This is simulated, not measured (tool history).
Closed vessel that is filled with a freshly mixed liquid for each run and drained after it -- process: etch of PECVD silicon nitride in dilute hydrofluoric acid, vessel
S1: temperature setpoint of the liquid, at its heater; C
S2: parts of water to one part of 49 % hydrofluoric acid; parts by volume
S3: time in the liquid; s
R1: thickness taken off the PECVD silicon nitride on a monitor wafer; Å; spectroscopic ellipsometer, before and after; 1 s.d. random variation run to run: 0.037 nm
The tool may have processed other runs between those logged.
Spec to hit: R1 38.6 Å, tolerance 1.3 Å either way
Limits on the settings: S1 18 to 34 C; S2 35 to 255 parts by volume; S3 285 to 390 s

run 1 hour=0 | S1=26 S2=145 S3=390 | R1=47.026
run 2 hour=2.3 | S1=25.5 S2=145 S3=390 | R1=44.676
run 3 hour=4.5 | S1=25.5 S2=145 S3=390 | R1=44.924
run 4 hour=9 | S1=25.5 S2=145 S3=390 | R1=44.418
run 5 hour=11.5 | S1=25.5 S2=145 S3=390 | R1=45.247
run 6 hour=15.3 | S1=25.5 S2=145 S3=285 | R1=33.202
run 7 hour=19.3 | S1=26 S2=145 S3=285 | R1=34.01
run 8 hour=24.3 | S1=26.5 S2=145 S3=285 | R1=35.222

Exercise: of the 5 proposed moves below, exactly one satisfies all targets within the stated allowed misses. Which move is it?
run A hour=29.3 | S1=28 S2=155 S3=335 | R1=?
run B hour=29.3 | S1=29 S2=170 S3=340 | R1=?
run C hour=29.3 | S1=26.5 S2=170 S3=365 | R1=?
run D hour=29.3 | S1=24 S2=125 S3=335 | R1=?
run E hour=29.3 | S1=26.5 S2=145 S3=340 | R1=?

move=A R1=43.384
move=B R1=42.664
move=C R1=39.237
move=D R1=41.672
move=E R1=42.851
A: carries the result that was furthest off beyond its target, to the other side
B: carries the result that was furthest off beyond its target, to the other side
C: all results land within tolerance of their targets
D: carries the result that was furthest off beyond its target, to the other side
E: carries the result that was furthest off beyond its target, to the other side
The right move is C.
